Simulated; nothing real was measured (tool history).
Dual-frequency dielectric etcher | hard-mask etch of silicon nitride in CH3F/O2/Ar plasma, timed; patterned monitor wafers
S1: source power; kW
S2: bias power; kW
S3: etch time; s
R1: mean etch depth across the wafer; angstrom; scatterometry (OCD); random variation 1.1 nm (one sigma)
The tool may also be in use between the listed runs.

Run 1, hour 0.0: S1 0.280 kW, S2 0.069 kW, S3 262.5 s. Result: R1 1572.5 angstrom.
Run 2, hour 6.3: S1 0.280 kW, S2 0.060 kW, S3 262.5 s. Result: R1 1495.0 angstrom.
Run 3, hour 10.3: S1 0.280 kW, S2 0.060 kW, S3 274.5 s. Result: R1 1551.2 angstrom.
Run 4, hour 15.0: S1 0.280 kW, S2 0.060 kW, S3 262.5 s. Result: R1 1483.2 angstrom.
Run 5, hour 17.8: S1 0.290 kW, S2 0.063 kW, S3 263.5 s. Result: R1 1552.3 angstrom.
Run 6, hour 20.0: S1 0.290 kW, S2 0.058 kW, S3 263.5 s. Result: R1 1502.2 angstrom.

The next listed run, before its measurement:
Run 7, hour 20.5: S1 0.300 kW, S2 0.060 kW, S3 264.5 s. Result: R1 ?.

R1: 1554.7 angstrom
